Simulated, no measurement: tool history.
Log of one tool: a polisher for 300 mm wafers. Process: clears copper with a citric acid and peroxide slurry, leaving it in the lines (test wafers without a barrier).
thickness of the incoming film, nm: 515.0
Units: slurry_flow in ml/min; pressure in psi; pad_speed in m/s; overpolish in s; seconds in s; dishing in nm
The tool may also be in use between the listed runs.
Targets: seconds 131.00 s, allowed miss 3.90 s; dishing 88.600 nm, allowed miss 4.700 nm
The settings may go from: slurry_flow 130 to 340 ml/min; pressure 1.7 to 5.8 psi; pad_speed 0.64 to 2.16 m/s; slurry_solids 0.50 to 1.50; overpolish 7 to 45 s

run 1 hour=0.0 | slurry_flow=220 pressure=3.7 pad_speed=1.40 slurry_solids=1.00 overpolish=23 | seconds=145.67 dishing=51.825
run 2 hour=4.0 | slurry_flow=220 pressure=3.7 pad_speed=1.40 slurry_solids=0.90 overpolish=23 | seconds=151.02 dishing=51.546
run 3 hour=8.3 | slurry_flow=265 pressure=3.7 pad_speed=1.40 slurry_solids=0.90 overpolish=23 | seconds=147.44 dishing=53.004
run 4 hour=14.9 | slurry_flow=300 pressure=3.7 pad_speed=1.40 slurry_solids=0.90 overpolish=23 | seconds=144.74 dishing=53.700
run 5 hour=17.0 | slurry_flow=300 pressure=3.7 pad_speed=1.40 slurry_solids=0.90 overpolish=14 | seconds=147.31 dishing=35.006
run 6 hour=23.6 | slurry_flow=290 pressure=3.8 pad_speed=1.40 slurry_solids=0.85 overpolish=18 | seconds=146.56 dishing=43.047
run 7 hour=29.8 | slurry_flow=285 pressure=4.0 pad_speed=1.40 slurry_solids=0.80 overpolish=21 | seconds=143.14 dishing=50.930
run 8 hour=32.6 | slurry_flow=280 pressure=4.2 pad_speed=1.40 slurry_solids=0.75 overpolish=23 | seconds=138.76 dishing=56.966
run 9 hour=38.9 | slurry_flow=280 pressure=4.3 pad_speed=1.40 slurry_solids=0.75 overpolish=25 | seconds=136.64 dishing=60.251
run 10 hour=47.2 | slurry_flow=280 pressure=4.3 pad_speed=1.40 slurry_solids=0.75 overpolish=25 | seconds=133.67 dishing=60.463
run 11 hour=49.8 | slurry_flow=275 pressure=4.3 pad_speed=1.40 slurry_solids=0.75 overpolish=27 | seconds=137.31 dishing=64.261
run 12 hour=50.6 | slurry_flow=275 pressure=4.4 pad_speed=1.40 slurry_solids=0.75 overpolish=29 | seconds=134.24 dishing=70.055

4 next moves are on the table. One of them brings every result within its allowed miss. Which?
run A hour=51.4 | slurry_flow=235 pressure=4.6 pad_speed=1.72 slurry_solids=0.50 overpolish=21 | seconds=? dishing=?
run B hour=51.4 | slurry_flow=295 pressure=4.8 pad_speed=1.28 slurry_solids=0.80 overpolish=18 | seconds=? dishing=?
run C hour=51.4 | slurry_flow=275 pressure=4.2 pad_speed=1.52 slurry_solids=0.75 overpolish=40 | seconds=? dishing=?
run D hour=51.4 | slurry_flow=340 pressure=3.5 pad_speed=1.68 slurry_solids=0.90 overpolish=22 | seconds=? dishing=?

move=A seconds=132.39 dishing=54.568
move=B seconds=127.88 dishing=49.614
move=C seconds=131.68 dishing=87.223
move=D seconds=133.80 dishing=55.280
A: further off than the last run
B: further off than the last run
C: meets every target
D: further off than the last run
Move C is the one to make.
